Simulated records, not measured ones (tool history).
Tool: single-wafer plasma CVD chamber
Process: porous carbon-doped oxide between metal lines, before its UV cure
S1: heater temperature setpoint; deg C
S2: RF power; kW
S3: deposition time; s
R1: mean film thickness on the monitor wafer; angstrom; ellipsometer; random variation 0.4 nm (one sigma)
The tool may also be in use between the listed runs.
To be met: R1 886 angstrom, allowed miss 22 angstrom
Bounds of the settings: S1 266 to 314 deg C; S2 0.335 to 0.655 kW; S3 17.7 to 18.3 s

| run | day | S1 | S2 | S3 | R1 |
|---|---|---|---|---|---|
| 1 | 0 | 290 | 0.495 | 17.7 | 1033.2 |
| 2 | 0.175 | 290 | 0.545 | 17.7 | 1104.7 |
| 3 | 0.296 | 290 | 0.5 | 17.7 | 1035.7 |
| 4 | 0.417 | 290 | 0.525 | 17.7 | 1073.7 |
| 5 | 0.525 | 290 | 0.455 | 17.7 | 983.82 |
| 6 | 0.788 | 290 | 0.5 | 17.7 | 1031.8 |
| 7 | 0.871 | 295 | 0.49 | 17.7 | 986.33 |
| 8 | 1.162 | 298 | 0.485 | 17.7 | 970.19 |
| 9 | 1.433 | 301 | 0.48 | 17.7 | 943.75 |
| 10 | 1.667 | 301 | 0.48 | 17.7 | 943.54 |
| 11 | 1.821 | 303 | 0.475 | 17.7 | 930.19 |
| 12 | 1.925 | 305 | 0.47 | 17.7 | 915.81 |

Which of these 4 next moves meets every target?
| A | 2.029 | 293 | 0.41 | 17.7 | ? |
| B | 2.029 | 299 | 0.455 | 18.3 | ? |
| C | 2.029 | 309 | 0.495 | 17.9 | ? |
| D | 2.029 | 307 | 0.5 | 18.3 | ? |

| move | R1 |
|---|---|
| A | 891.84 |
| B | 955.77 |
| C | 930.94 |
| D | 967.92 |
A: meets every target
B: further off than the last run
C: further off than the last run
D: further off than the last run
Move A is the one to make.
